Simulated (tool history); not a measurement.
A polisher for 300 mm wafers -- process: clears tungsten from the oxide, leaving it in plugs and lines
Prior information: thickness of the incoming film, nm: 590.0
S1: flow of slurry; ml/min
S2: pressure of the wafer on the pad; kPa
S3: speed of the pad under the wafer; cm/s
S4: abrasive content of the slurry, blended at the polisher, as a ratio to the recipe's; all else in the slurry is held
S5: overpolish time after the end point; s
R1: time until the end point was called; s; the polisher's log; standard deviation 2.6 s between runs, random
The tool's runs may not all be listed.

run	day	S1	S2	S3	S4	S5	R1
1	0.000	310	17.9	134	1.00	10	153.39
2	0.183	310	17.9	134	1.00	10	153.44
3	0.296	310	16.5	134	1.00	10	169.81
4	0.554	310	16.5	118	1.00	10	186.54
5	0.650	310	16.5	118	0.85	10	193.95
6	0.925	360	16.5	118	0.85	10	196.09
7	1.138	360	15.9	118	0.85	10	197.61
8	1.175	360	15.2	118	0.85	10	206.65

For run 9, what comes out?
9	1.438	360	14.5	118	0.85	10	?

R1: 218.01 s
